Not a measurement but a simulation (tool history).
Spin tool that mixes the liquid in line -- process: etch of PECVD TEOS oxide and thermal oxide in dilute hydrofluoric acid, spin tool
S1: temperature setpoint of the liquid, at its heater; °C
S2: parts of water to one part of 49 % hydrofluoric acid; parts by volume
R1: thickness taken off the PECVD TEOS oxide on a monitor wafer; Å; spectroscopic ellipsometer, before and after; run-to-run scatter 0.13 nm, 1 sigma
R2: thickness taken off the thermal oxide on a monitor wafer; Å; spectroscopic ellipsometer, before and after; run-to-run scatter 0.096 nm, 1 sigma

run 1 day=0 | S1=26 S2=85 time_under_the_liquid_(s)=180 | R1=329 R2=126.03
run 2 day=0.246 | S1=26 S2=70 time_under_the_liquid_(s)=180 | R1=412.83 R2=155.9
run 3 day=0.288 | S1=26 S2=70 time_under_the_liquid_(s)=255 | R1=581.69 R2=222.17
run 4 day=0.654 | S1=24 S2=80 time_under_the_liquid_(s)=255 | R1=467.88 R2=175.18
run 5 day=0.971 | S1=20.5 S2=80 time_under_the_liquid_(s)=255 | R1=402.95 R2=152.97
run 6 day=1.325 | S1=18 S2=80 time_under_the_liquid_(s)=255 | R1=360.1 R2=139.57
run 7 day=1.492 | S1=18 S2=90 time_under_the_liquid_(s)=255 | R1=318.86 R2=120.86

Run 8 comes next. What will it give?
-- day=1.721 thermometer replaced
run 8 day=1.721 | S1=18 S2=95 time_under_the_liquid_(s)=255 | R1=? R2=?

{"run 8": {"R1": 274.86, "R2": 104.6}}
